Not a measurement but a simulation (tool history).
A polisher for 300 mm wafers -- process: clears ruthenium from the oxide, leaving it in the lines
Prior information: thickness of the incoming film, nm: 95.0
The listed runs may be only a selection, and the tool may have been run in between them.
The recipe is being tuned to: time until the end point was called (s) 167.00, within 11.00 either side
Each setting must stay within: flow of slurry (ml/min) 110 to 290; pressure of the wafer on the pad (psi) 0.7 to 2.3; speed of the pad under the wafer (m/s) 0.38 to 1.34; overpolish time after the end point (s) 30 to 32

| run | hour | flow of slurry (ml/min) | pressure of the wafer on the pad (psi) | speed of the pad under the wafer (m/s) | overpolish time after the end point (s) | time until the end point was called (s) |
|---|---|---|---|---|---|---|
| 1 | 0.0 | 185 | 1.5 | 0.86 | 30 | 117.32 |
| 2 | 8.4 | 185 | 1.3 | 0.84 | 30 | 138.18 |
| 3 | 12.9 | 185 | 1.3 | 1.06 | 30 | 113.21 |
| 4 | 18.7 | 185 | 1.1 | 1.04 | 30 | 137.80 |
| 5 | 26.4 | 185 | 1.1 | 1.04 | 30 | 130.16 |
| 6 | 32.6 | 185 | 1.5 | 1.04 | 30 | 101.37 |
| 7 | 40.9 | 185 | 1.3 | 1.02 | 30 | 115.97 |
| 8 | 43.1 | 185 | 1.1 | 1.00 | 30 | 142.69 |
| 9 | 51.3 | 185 | 1.0 | 1.00 | 30 | 153.49 |
| 10 | 57.0 | 185 | 1.0 | 1.00 | 30 | 151.49 |

4 next moves are on the table. One of them brings every result within its allowed miss. Which?
| A | 62.7 | 225 | 1.3 | 0.88 | 30 | ? |
| B | 62.7 | 185 | 1.0 | 0.90 | 32 | ? |
| C | 62.7 | 185 | 1.0 | 1.10 | 30 | ? |
| D | 62.7 | 140 | 1.0 | 1.22 | 32 | ? |

| move | time until the end point was called (s) |
|---|---|
| A | 127.20 |
| B | 165.68 |
| C | 136.26 |
| D | 130.44 |
A: the biggest miss grows against the last run
B: every result within its allowed miss
C: the biggest miss grows against the last run
D: the biggest miss grows against the last run
Move B is the one to make.
